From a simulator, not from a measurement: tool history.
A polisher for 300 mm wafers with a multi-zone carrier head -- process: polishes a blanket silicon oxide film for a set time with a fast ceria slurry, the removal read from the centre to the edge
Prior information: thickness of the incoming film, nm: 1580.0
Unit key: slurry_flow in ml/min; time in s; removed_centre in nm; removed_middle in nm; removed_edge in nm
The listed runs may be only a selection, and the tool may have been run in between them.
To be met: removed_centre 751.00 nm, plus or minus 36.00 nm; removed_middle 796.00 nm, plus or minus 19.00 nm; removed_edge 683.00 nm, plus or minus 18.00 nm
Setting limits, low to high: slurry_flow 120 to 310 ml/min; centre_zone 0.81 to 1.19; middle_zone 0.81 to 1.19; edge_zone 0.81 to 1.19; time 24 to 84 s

| run | day | slurry_flow | centre_zone | middle_zone | edge_zone | time | removed_centre | removed_middle | removed_edge |
|---|---|---|---|---|---|---|---|---|---|
| 1 | 0.000 | 200 | 1.00 | 1.00 | 1.00 | 54 | 568.11 | 580.86 | 571.20 |
| 2 | 0.329 | 200 | 1.00 | 1.06 | 1.00 | 54 | 572.79 | 600.94 | 575.05 |
| 3 | 0.408 | 200 | 1.00 | 1.06 | 1.00 | 62 | 661.95 | 695.74 | 663.59 |
| 4 | 0.496 | 200 | 1.00 | 1.06 | 1.00 | 68 | 714.35 | 774.48 | 721.70 |
| 5 | 0.792 | 200 | 1.00 | 1.06 | 1.07 | 68 | 711.29 | 765.28 | 751.68 |
| 6 | 0.988 | 200 | 1.00 | 1.07 | 1.05 | 68 | 723.88 | 779.73 | 741.33 |
| 7 | 1.296 | 200 | 1.00 | 1.07 | 1.05 | 68 | 723.82 | 771.32 | 741.71 |
| 8 | 1.621 | 200 | 1.00 | 1.08 | 1.04 | 68 | 718.50 | 781.75 | 734.67 |
| 9 | 1.892 | 200 | 1.01 | 1.09 | 1.03 | 68 | 729.96 | 777.99 | 745.78 |
| 10 | 2.025 | 200 | 1.01 | 1.09 | 1.00 | 68 | 721.11 | 785.76 | 723.21 |
| 11 | 2.208 | 200 | 1.02 | 1.09 | 0.99 | 68 | 725.74 | 781.97 | 731.49 |

Pick the move, out of 4, that brings all results within their allowed miss; only one does.
| A | 2.392 | 215 | 1.04 | 1.11 | 0.91 | 67 | ? | ? | ? |
| B | 2.392 | 185 | 1.12 | 1.11 | 0.94 | 72 | ? | ? | ? |
| C | 2.392 | 260 | 1.11 | 1.06 | 0.90 | 69 | ? | ? | ? |
| D | 2.392 | 260 | 1.19 | 1.17 | 0.84 | 67 | ? | ? | ? |

| move | removed_centre | removed_middle | removed_edge |
|---|---|---|---|
| A | 768.67 | 798.81 | 685.17 |
| B | 868.15 | 847.06 | 738.58 |
| C | 852.16 | 805.20 | 711.38 |
| D | 879.97 | 846.28 | 672.10 |
A: hits every target within its allowed miss
B: further off than the last run
C: just as far off the targets as the last run
D: brings the last run's worst result on target, with another outside its allowed miss
The right move is A.
